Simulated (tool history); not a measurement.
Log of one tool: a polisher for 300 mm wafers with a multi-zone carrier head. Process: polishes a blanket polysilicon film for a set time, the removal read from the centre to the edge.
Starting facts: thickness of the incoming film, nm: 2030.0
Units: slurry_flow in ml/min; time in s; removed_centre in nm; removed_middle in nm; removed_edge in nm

Run 1, hour 0: slurry_flow 135 ml/min, centre_zone 1, middle_zone 1, edge_zone 1, time 51 s. Result: removed_centre 480.54 nm, removed_middle 511.96 nm, removed_edge 498.03 nm.
Run 2, hour 0.7: slurry_flow 135 ml/min, centre_zone 1, middle_zone 1, edge_zone 1, time 45 s. Result: removed_centre 429.51 nm, removed_middle 444.5 nm, removed_edge 438.15 nm.
Run 3, hour 4.7: slurry_flow 135 ml/min, centre_zone 1, middle_zone 1, edge_zone 1, time 40 s. Result: removed_centre 379.85 nm, removed_middle 391.88 nm, removed_edge 392.45 nm.
Run 4, hour 7.4: slurry_flow 135 ml/min, centre_zone 1, middle_zone 1, edge_zone 1.07, time 40 s. Result: removed_centre 380.71 nm, removed_middle 402.54 nm, removed_edge 405.05 nm.
Run 5, hour 9.8: slurry_flow 135 ml/min, centre_zone 1, middle_zone 1, edge_zone 1.07, time 31 s. Result: removed_centre 300.03 nm, removed_middle 311.02 nm, removed_edge 316.82 nm.
Run 6, hour 17.4: slurry_flow 145 ml/min, centre_zone 1.04, middle_zone 1.03, edge_zone 1.08, time 36 s. Result: removed_centre 374.92 nm, removed_middle 370.46 nm, removed_edge 375.72 nm.
Run 7, hour 25.1: slurry_flow 180 ml/min, centre_zone 1.07, middle_zone 1.13, edge_zone 1.06, time 47 s. Result: removed_centre 507.02 nm, removed_middle 535.95 nm, removed_edge 491.75 nm.
Run 8, hour 25.9: slurry_flow 185 ml/min, centre_zone 1.08, middle_zone 1.14, edge_zone 1.06, time 48 s. Result: removed_centre 522.83 nm, removed_middle 555.4 nm, removed_edge 502.41 nm.

Expected results for the next run?
Run 9, hour 32.9: slurry_flow 190 ml/min, centre_zone 1.09, middle_zone 1.15, edge_zone 1.06, time 48 s. Result: removed_centre ?, removed_middle ?, removed_edge ?.

Run 9 gave removed_centre 541.73 nm, removed_middle 564.86 nm, removed_edge 504.03 nm.
